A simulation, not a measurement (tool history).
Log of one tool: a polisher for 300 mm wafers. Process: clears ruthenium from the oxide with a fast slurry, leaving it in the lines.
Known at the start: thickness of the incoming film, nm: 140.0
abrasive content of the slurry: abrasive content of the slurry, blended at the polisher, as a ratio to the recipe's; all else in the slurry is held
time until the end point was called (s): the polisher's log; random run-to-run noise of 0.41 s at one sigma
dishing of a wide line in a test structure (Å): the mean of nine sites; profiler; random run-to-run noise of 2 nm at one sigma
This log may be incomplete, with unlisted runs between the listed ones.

run,day,flow of slurry (ml/min),pressure of the wafer on the pad (kPa),speed of the pad under the wafer (cm/s),abrasive content of the slurry,overpolish time after the end point (s),time until the end point was called (s),dishing of a wide line in a test structure (Å)
1,0,320,15.9,78,1,21,64.388,455.5
2,0.258,320,17.9,82,1,23,55.776,555.57
3,0.446,285,17.9,82,1,23,56.963,543.12
4,0.538,285,17.9,82,1,17,54.895,426.6
5,0.667,285,14.5,82,1,17,65.68,354.31
6,0.862,290,17.2,88,1,20,53.498,491.22
7,1.104,290,21.4,110,1,30,37.248,973.82
8,1.133,290,21.4,110,1,30,37.133,981.49

Run 9 has not been measured yet. What should we expect?
9,1.45,295,22.1,110,1,31,?,?

time until the end point was called (s): 35.947
dishing of a wide line in a test structure (Å): 1034.9

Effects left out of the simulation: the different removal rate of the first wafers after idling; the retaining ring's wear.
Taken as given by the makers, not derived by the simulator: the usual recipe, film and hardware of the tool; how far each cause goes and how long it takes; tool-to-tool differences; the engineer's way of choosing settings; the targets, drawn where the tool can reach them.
